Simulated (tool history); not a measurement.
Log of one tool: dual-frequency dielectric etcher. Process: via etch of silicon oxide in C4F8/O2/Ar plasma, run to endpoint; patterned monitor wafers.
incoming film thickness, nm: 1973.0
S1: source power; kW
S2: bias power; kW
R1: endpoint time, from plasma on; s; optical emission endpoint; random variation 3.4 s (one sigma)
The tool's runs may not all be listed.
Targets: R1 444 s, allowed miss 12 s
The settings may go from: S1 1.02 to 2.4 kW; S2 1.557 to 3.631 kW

run    day    S1     S2      R1
  1      0  1.71  2.594  368.04
  2  0.262  1.71  3.047  343.62
  3  0.517  1.94  3.047  324.45
  4  0.588  1.73  3.047  344.05
  5  0.658  1.65  2.975  352.23
  6  0.979  1.85  2.975  337.53
  7  1.088  1.76  2.883  345.73
  8  1.267  1.68  2.804  354.57
  9  1.371   1.6  2.705  366.32
 10  1.442  1.53  2.623  387.03

Which of these 5 next moves meets every target?
  A  1.512  1.28   2.16   ?
  B  1.512  2.05  3.261   ?
  C  1.512  1.24  2.787   ?
  D  1.512   1.3  2.502   ?
  E  1.512  1.17  2.184   ?

move      R1
   A  450.44
   B  311.91
   C  409.81
   D  420.34
   E  466.01
A: meets every target
B: further off than the last run
C: nearer than the last run, and not there yet
D: nearer than the last run, and not there yet
E: takes the result that was furthest off past its target
The right move is A.
